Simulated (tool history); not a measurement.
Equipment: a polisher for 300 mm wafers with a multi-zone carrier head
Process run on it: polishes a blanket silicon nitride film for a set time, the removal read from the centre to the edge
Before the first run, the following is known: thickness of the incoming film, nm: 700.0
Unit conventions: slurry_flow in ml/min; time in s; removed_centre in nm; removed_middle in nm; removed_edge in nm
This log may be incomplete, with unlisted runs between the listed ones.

run	hour	slurry_flow	centre_zone	middle_zone	edge_zone	time	removed_centre	removed_middle	removed_edge
1	0.0	140	1.00	1.00	1.00	57	136.73	137.29	143.86
2	4.5	160	1.04	1.02	1.00	57	146.74	144.46	143.32
3	8.6	125	1.04	1.02	1.00	57	138.93	135.71	141.84
4	16.9	145	1.07	1.03	1.02	58	153.43	145.32	144.51
5	25.1	145	1.07	0.97	1.02	58	151.96	136.05	143.89
6	27.6	145	1.07	0.91	1.02	58	151.70	131.73	146.83
7	29.7	160	1.08	0.94	1.03	59	161.16	137.64	151.64

Run 8 has not been measured yet. What should we expect?
8	34.4	175	1.09	0.97	1.02	59	?	?	?

Run 8 measured removed_centre 162.10 nm, removed_middle 145.20 nm, removed_edge 154.36 nm.
